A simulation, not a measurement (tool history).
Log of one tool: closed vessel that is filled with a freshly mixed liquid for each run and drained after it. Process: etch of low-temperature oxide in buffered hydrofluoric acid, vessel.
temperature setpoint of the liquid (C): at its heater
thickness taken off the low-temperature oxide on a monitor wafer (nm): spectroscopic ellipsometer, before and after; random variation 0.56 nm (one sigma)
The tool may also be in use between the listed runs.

run	hour	temperature setpoint of the liquid (C)	parts of 40 % ammonium fluoride to one part of 49 % hydrofluoric acid (parts by volume)	time in the liquid (s)	thickness taken off the low-temperature oxide on a monitor wafer (nm)
1	0.0	22.0	19.5	95	81.054
2	6.2	20.5	19.5	95	74.826
3	8.6	21.0	19.5	95	77.945
4	15.0	21.0	19.5	105	85.137
5	16.4	22.0	19.5	105	89.530
6	17.3	22.5	19.5	105	93.425

The next listed run, before its measurement:
7	23.3	23.5	19.5	105	?

thickness taken off the low-temperature oxide on a monitor wafer (nm): 98.647

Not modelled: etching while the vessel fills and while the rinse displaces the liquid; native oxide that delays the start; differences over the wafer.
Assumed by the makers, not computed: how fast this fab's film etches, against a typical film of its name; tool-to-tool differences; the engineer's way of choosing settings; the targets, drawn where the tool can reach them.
